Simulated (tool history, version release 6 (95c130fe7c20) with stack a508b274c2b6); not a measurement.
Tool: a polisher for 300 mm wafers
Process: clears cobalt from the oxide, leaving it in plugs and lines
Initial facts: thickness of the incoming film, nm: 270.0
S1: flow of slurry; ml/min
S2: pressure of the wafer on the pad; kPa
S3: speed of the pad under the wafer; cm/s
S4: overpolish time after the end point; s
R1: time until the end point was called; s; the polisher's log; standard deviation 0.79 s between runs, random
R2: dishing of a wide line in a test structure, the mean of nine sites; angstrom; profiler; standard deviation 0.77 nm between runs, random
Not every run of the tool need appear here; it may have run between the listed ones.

run,hour,S1,S2,S3,S4,R1,R2
1,0,145,14.5,96,24,54.389,537.59
2,7.8,160,14.5,96,24,55.879,547.48
3,10.7,160,14.5,96,16,54.281,457.01
4,14.7,135,14.5,96,16,55.144,448.33
5,21.7,135,14.5,88,16,60.56,439.62
6,25.2,135,14.5,110,16,48.965,482.56
7,31.7,135,14.5,110,16,46.901,491.68

Run 8 comes next. What will it give?
8,38,135,14.5,110,17,?,?

{"run 8": {"R1": 49.337, "R2": 500.23}}
